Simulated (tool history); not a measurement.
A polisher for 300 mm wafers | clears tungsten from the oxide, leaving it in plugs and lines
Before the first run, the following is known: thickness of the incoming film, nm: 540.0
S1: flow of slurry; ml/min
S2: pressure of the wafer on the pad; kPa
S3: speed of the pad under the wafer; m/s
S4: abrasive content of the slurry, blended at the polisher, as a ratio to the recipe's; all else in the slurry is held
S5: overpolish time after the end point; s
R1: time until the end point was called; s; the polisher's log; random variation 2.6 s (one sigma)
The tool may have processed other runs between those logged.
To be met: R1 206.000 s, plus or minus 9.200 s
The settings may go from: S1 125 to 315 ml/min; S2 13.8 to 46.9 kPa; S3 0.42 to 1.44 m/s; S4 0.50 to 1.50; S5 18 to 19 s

{"run": 1, "hour": 0.0, "S1": 205, "S2": 30.3, "S3": 0.92, "S4": 1.0, "S5": 18, "R1": 96.938}
{"run": 2, "hour": 4.8, "S1": 175, "S2": 30.3, "S3": 0.92, "S4": 1.0, "S5": 18, "R1": 101.5}
{"run": 3, "hour": 6.1, "S1": 175, "S2": 28.3, "S3": 0.9, "S4": 1.0, "S5": 18, "R1": 110.2}
{"run": 4, "hour": 6.8, "S1": 175, "S2": 28.3, "S3": 0.9, "S4": 1.0, "S5": 18, "R1": 106.84}
{"run": 5, "hour": 14.1, "S1": 175, "S2": 26.9, "S3": 0.88, "S4": 1.0, "S5": 18, "R1": 114.76}
{"run": 6, "hour": 15.3, "S1": 205, "S2": 26.9, "S3": 0.88, "S4": 1.0, "S5": 18, "R1": 114.92}
{"run": 7, "hour": 23.5, "S1": 205, "S2": 25.5, "S3": 0.86, "S4": 1.0, "S5": 18, "R1": 118.29}
{"run": 8, "hour": 24.6, "S1": 205, "S2": 25.5, "S3": 0.86, "S4": 1.0, "S5": 18, "R1": 119.61}
{"run": 9, "hour": 30.3, "S1": 205, "S2": 24.1, "S3": 0.84, "S4": 1.0, "S5": 18, "R1": 128.63}
{"run": 10, "hour": 39.3, "S1": 205, "S2": 22.8, "S3": 0.82, "S4": 1.0, "S5": 18, "R1": 139.8}
{"run": 11, "hour": 40.3, "S1": 205, "S2": 22.1, "S3": 0.82, "S4": 1.0, "S5": 18, "R1": 139.68}
{"hour": 45.9, "done": "worn pad replaced by a new one"}
{"run": 12, "hour": 45.9, "S1": 205, "S2": 21.4, "S3": 0.8, "S4": 1.0, "S5": 18, "R1": 140.91}
{"run": 13, "hour": 53.3, "S1": 205, "S2": 21.4, "S3": 0.8, "S4": 1.0, "S5": 18, "R1": 140.77}

Of the 4 settings listed for the next run, only one would bring every result within its allowed miss of target. Which one?
{"run": "A", "hour": 60.7, "S1": 180, "S2": 15.2, "S3": 0.78, "S4": 1.0, "S5": 19, "R1": "?"}
{"run": "B", "hour": 60.7, "S1": 290, "S2": 13.8, "S3": 0.64, "S4": 0.85, "S5": 19, "R1": "?"}
{"run": "C", "hour": 60.7, "S1": 140, "S2": 13.8, "S3": 0.8, "S4": 1.0, "S5": 18, "R1": "?"}
{"run": "D", "hour": 60.7, "S1": 205, "S2": 25.5, "S3": 1.02, "S4": 1.05, "S5": 18, "R1": "?"}

move=A R1=184.710
move=B R1=232.090
move=C R1=201.520
move=D R1=94.570
A: an improvement on the last run, though not all results are within tolerance
B: the result that was furthest off in the last run now lies on the other side of its target
C: meets every target
D: misses by more than the last run did
Answer: C

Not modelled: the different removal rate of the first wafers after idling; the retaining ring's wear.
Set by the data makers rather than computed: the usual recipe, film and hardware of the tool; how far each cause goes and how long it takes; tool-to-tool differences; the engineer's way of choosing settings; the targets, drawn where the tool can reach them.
